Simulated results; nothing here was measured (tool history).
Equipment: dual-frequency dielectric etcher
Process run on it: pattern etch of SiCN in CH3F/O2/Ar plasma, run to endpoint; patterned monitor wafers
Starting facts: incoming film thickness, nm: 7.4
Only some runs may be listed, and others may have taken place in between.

run 1 hour=0 | source_power_(kW)=0.29 bias_power_(kW)=0.095 | endpoint_time_(s)=18.57
run 2 hour=8.2 | source_power_(kW)=0.29 bias_power_(kW)=0.107 | endpoint_time_(s)=17.818
run 3 hour=10.9 | source_power_(kW)=0.31 bias_power_(kW)=0.109 | endpoint_time_(s)=17.282
run 4 hour=13.2 | source_power_(kW)=0.31 bias_power_(kW)=0.1 | endpoint_time_(s)=17.684
run 5 hour=22.1 | source_power_(kW)=0.31 bias_power_(kW)=0.111 | endpoint_time_(s)=17.034
run 6 hour=27.2 | source_power_(kW)=0.32 bias_power_(kW)=0.112 | endpoint_time_(s)=16.794

Expected results for the next run?
run 7 hour=29 | source_power_(kW)=0.33 bias_power_(kW)=0.113 | endpoint_time_(s)=?

{"run 7": {"endpoint time (s)": 16.442}}
